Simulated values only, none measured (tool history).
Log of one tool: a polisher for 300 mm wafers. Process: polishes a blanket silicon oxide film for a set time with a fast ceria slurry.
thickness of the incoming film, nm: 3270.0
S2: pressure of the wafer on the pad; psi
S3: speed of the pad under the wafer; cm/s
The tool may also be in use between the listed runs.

Run 1, day 0: flow of slurry (ml/min) 250, S2 2.6 psi, S3 84 cm/s, polishing time (s) 107. Result: film removed (angstrom) 11932.
Run 2, day 0.321: flow of slurry (ml/min) 250, S2 2.4 psi, S3 84 cm/s, polishing time (s) 107. Result: film removed (angstrom) 10704.
Run 3, day 0.642: flow of slurry (ml/min) 250, S2 2.3 psi, S3 84 cm/s, polishing time (s) 107. Result: film removed (angstrom) 10335.
Run 4, day 0.729: flow of slurry (ml/min) 215, S2 2.3 psi, S3 84 cm/s, polishing time (s) 107. Result: film removed (angstrom) 10168.
Run 5, day 1.008: flow of slurry (ml/min) 215, S2 2.7 psi, S3 84 cm/s, polishing time (s) 107. Result: film removed (angstrom) 12087.
Run 6, day 1.371: flow of slurry (ml/min) 180, S2 2.7 psi, S3 84 cm/s, polishing time (s) 107. Result: film removed (angstrom) 12006.

Forecast run 7:
Run 7, day 1.412: flow of slurry (ml/min) 180, S2 2.5 psi, S3 84 cm/s, polishing time (s) 107. Result: film removed (angstrom) ?.

Run 7 gave film removed (angstrom) 10927.

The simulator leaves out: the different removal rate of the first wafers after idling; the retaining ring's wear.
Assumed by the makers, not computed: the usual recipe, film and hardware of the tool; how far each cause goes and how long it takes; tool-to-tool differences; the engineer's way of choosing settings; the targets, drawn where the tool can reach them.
